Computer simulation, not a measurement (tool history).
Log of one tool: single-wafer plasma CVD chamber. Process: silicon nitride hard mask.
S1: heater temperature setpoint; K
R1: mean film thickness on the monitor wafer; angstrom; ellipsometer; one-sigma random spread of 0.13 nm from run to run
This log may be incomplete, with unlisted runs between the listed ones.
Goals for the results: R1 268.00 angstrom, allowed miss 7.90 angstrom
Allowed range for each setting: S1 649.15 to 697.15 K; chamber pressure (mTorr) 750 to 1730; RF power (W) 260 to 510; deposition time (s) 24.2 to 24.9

Run 1, hour 0.0: S1 673.15 K, chamber pressure (mTorr) 1240, RF power (W) 385, deposition time (s) 24.2. Result: R1 318.59 angstrom.
Run 2, hour 0.9: S1 673.15 K, chamber pressure (mTorr) 1200, RF power (W) 380, deposition time (s) 24.2. Result: R1 313.95 angstrom.
Run 3, hour 6.6: S1 673.15 K, chamber pressure (mTorr) 1200, RF power (W) 425, deposition time (s) 24.2. Result: R1 336.82 angstrom.
Run 4, hour 7.3: S1 673.15 K, chamber pressure (mTorr) 1160, RF power (W) 415, deposition time (s) 24.2. Result: R1 329.68 angstrom.
Run 5, hour 14.7: S1 673.15 K, chamber pressure (mTorr) 1130, RF power (W) 405, deposition time (s) 24.2. Result: R1 323.65 angstrom.
Run 6, hour 22.6: S1 673.15 K, chamber pressure (mTorr) 1100, RF power (W) 390, deposition time (s) 24.2. Result: R1 313.55 angstrom.
Run 7, hour 31.5: S1 673.15 K, chamber pressure (mTorr) 1070, RF power (W) 380, deposition time (s) 24.2. Result: R1 305.51 angstrom.
Run 8, hour 33.7: S1 673.15 K, chamber pressure (mTorr) 1050, RF power (W) 375, deposition time (s) 24.2. Result: R1 301.88 angstrom.
Run 9, hour 40.5: S1 673.15 K, chamber pressure (mTorr) 1050, RF power (W) 375, deposition time (s) 24.2. Result: R1 299.41 angstrom.
Run 10, hour 48.8: S1 673.15 K, chamber pressure (mTorr) 1030, RF power (W) 370, deposition time (s) 24.2. Result: R1 296.47 angstrom.
Run 11, hour 57.3: S1 673.15 K, chamber pressure (mTorr) 1010, RF power (W) 365, deposition time (s) 24.2. Result: R1 290.32 angstrom.
Run 12, hour 61.7: S1 673.15 K, chamber pressure (mTorr) 990, RF power (W) 365, deposition time (s) 24.2. Result: R1 288.65 angstrom.
Run 13, hour 64.6: S1 673.15 K, chamber pressure (mTorr) 970, RF power (W) 365, deposition time (s) 24.2. Result: R1 287.97 angstrom.
Run 14, hour 67.8: S1 673.15 K, chamber pressure (mTorr) 950, RF power (W) 365, deposition time (s) 24.2. Result: R1 287.11 angstrom.
Run 15, hour 69.5: S1 673.15 K, chamber pressure (mTorr) 930, RF power (W) 360, deposition time (s) 24.2. Result: R1 279.54 angstrom.
Run 16, hour 75.8: S1 673.15 K, chamber pressure (mTorr) 920, RF power (W) 360, deposition time (s) 24.2. Result: R1 280.45 angstrom.
Run 17, hour 79.8: S1 673.15 K, chamber pressure (mTorr) 910, RF power (W) 360, deposition time (s) 24.2. Result: R1 277.66 angstrom.
Run 18, hour 87.6: S1 673.15 K, chamber pressure (mTorr) 900, RF power (W) 360, deposition time (s) 24.2. Result: R1 279.80 angstrom.
Run 19, hour 93.6: S1 673.15 K, chamber pressure (mTorr) 890, RF power (W) 360, deposition time (s) 24.2. Result: R1 279.65 angstrom.
Run 20, hour 98.9: S1 673.15 K, chamber pressure (mTorr) 880, RF power (W) 360, deposition time (s) 24.2. Result: R1 279.03 angstrom.
Run 21, hour 104.2: S1 673.15 K, chamber pressure (mTorr) 780, RF power (W) 345, deposition time (s) 24.2. Result: R1 260.17 angstrom.

Of the 4 settings listed for the next run, only one would bring every result within its allowed miss of target. Which one?
Run A, hour 109.5: S1 679.15 K, chamber pressure (mTorr) 770, RF power (W) 325, deposition time (s) 24.8. Result: R1 ?.
Run B, hour 109.5: S1 691.15 K, chamber pressure (mTorr) 920, RF power (W) 340, deposition time (s) 24.5. Result: R1 ?.
Run C, hour 109.5: S1 671.15 K, chamber pressure (mTorr) 840, RF power (W) 325, deposition time (s) 24.2. Result: R1 ?.
Run D, hour 109.5: S1 673.15 K, chamber pressure (mTorr) 750, RF power (W) 325, deposition time (s) 24.7. Result: R1 ?.

move      R1
   A  250.08
   B  267.35
   C  250.89
   D  248.06
A: moves away from the targets compared with the last run
B: all results land within tolerance of their targets
C: moves away from the targets compared with the last run
D: moves away from the targets compared with the last run
The right move is B.
